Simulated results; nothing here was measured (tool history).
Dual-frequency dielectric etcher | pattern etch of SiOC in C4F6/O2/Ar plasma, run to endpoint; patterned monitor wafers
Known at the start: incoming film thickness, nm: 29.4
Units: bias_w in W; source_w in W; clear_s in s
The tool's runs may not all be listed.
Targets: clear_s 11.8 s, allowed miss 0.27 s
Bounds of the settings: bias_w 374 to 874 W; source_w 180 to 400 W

| run | hour | bias_w | source_w | clear_s |
|---|---|---|---|---|
| 1 | 0 | 624 | 290 | 9.5813 |
| 2 | 6.1 | 549 | 270 | 10.268 |
| 3 | 13.8 | 497 | 260 | 10.772 |
| 4 | 22.4 | 564 | 260 | 10.295 |
| 5 | 27.5 | 509 | 250 | 10.877 |
| 6 | 31.6 | 588 | 250 | 10.277 |
|  | 35.7 | source power generator calibrated |
| 7 | 35.7 | 529 | 240 | 10.619 |
| 8 | 38.2 | 482 | 230 | 10.862 |

Which of these 5 next moves meets every target?
| A | 40.7 | 532 | 210 | ? |
| B | 40.7 | 492 | 210 | ? |
| C | 40.7 | 462 | 190 | ? |
| D | 40.7 | 418 | 240 | ? |
| E | 40.7 | 468 | 220 | ? |

| move | clear_s |
|---|---|
| A | 10.887 |
| B | 11.15 |
| C | 11.677 |
| D | 11.264 |
| E | 11.172 |
A: as far off as the last run
B: nearer than the last run, and not there yet
C: meets every target
D: nearer than the last run, and not there yet
E: nearer than the last run, and not there yet
The right move is C.
